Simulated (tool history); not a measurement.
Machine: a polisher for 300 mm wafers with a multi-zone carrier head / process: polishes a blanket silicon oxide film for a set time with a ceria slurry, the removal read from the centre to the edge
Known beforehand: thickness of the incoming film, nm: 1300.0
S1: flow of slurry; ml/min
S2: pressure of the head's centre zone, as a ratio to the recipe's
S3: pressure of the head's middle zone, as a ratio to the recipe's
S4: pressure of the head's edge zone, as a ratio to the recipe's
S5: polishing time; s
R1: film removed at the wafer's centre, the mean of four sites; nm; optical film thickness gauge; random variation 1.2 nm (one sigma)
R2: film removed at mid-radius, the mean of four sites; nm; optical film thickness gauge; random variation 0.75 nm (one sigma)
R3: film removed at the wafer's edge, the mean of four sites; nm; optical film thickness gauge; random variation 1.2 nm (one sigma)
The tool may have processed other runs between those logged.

run  hour   S1    S2    S3    S4  S5      R1      R2       R3
  1   0.0  235  1.00  1.00  1.00  52  153.06  147.05  140.280
  2   4.1  235  1.00  1.00  1.07  52  153.94  147.99  149.550
  3  10.6  235  1.00  0.92  1.07  52  150.03  139.28  146.660
  4  17.4  235  1.00  0.92  1.13  52  155.69  140.56  152.700
  5  25.6  235  1.00  0.99  1.13  52  151.86  146.53  151.140
  6  30.8  235  1.00  0.95  1.13  52  152.63  142.77  152.520
  7  35.6  235  1.00  0.95  1.13  52  148.89  141.76  153.810
  8  40.3  230  0.97  0.96  1.08  50  141.21  138.98  140.570
  9  41.9  225  0.95  0.94  1.03  49  134.77  133.16  138.220
 10  49.3  235  0.95  0.96  1.00  47  132.30  130.37  127.410
 11  55.6  245  0.93  0.96  0.97  46  125.55  127.02  125.280
 12  56.1  240  0.92  0.97  0.94  45  122.12  126.00  120.400
 13  60.1  205  0.89  1.00  0.84  40  100.59  113.29   99.103

Estimate the outcome of run 14 from the log above:
 14  60.8  215  0.90  1.00  0.84  40   ?   ?   ?

R1: 103.23 nm
R2: 113.60 nm
R3: 99.642 nm
